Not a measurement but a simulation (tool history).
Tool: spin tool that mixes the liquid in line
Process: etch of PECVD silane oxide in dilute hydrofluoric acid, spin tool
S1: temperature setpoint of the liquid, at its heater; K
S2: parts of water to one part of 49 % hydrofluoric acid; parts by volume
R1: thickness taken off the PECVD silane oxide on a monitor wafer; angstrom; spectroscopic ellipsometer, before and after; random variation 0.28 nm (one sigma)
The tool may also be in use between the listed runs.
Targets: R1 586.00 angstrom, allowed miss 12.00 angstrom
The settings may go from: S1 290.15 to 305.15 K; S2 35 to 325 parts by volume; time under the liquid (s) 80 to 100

{"run": 1, "day": 0.0, "S1": 297.15, "S2": 180, "time under the liquid (s)": 100, "R1": 207.73}
{"run": 2, "day": 0.325, "S1": 297.15, "S2": 215, "time under the liquid (s)": 100, "R1": 169.63}
{"run": 3, "day": 0.425, "S1": 299.15, "S2": 175, "time under the liquid (s)": 100, "R1": 234.75}
{"run": 4, "day": 0.692, "S1": 299.15, "S2": 175, "time under the liquid (s)": 80, "R1": 186.72}
{"run": 5, "day": 0.975, "S1": 300.65, "S2": 135, "time under the liquid (s)": 85, "R1": 283.03}
{"run": 6, "day": 1.025, "S1": 301.65, "S2": 110, "time under the liquid (s)": 85, "R1": 374.47}
{"run": 7, "day": 1.138, "S1": 302.65, "S2": 100, "time under the liquid (s)": 85, "R1": 435.72}
{"run": 8, "day": 1.192, "S1": 303.15, "S2": 95, "time under the liquid (s)": 85, "R1": 471.21}

4 next moves are on the table. One of them brings every result within its allowed miss. Which?
{"run": "A", "day": 1.246, "S1": 302.65, "S2": 85, "time under the liquid (s)": 95, "R1": "?"}
{"run": "B", "day": 1.246, "S1": 302.65, "S2": 85, "time under the liquid (s)": 100, "R1": "?"}
{"run": "C", "day": 1.246, "S1": 300.65, "S2": 80, "time under the liquid (s)": 100, "R1": "?"}
{"run": "D", "day": 1.246, "S1": 304.65, "S2": 100, "time under the liquid (s)": 100, "R1": "?"}

move=A R1=580.70
move=B R1=611.26
move=C R1=605.47
move=D R1=548.08
A: meets every target
B: takes the result that was furthest off past its target
C: takes the result that was furthest off past its target
D: nearer than the last run, and not there yet
Answer: A
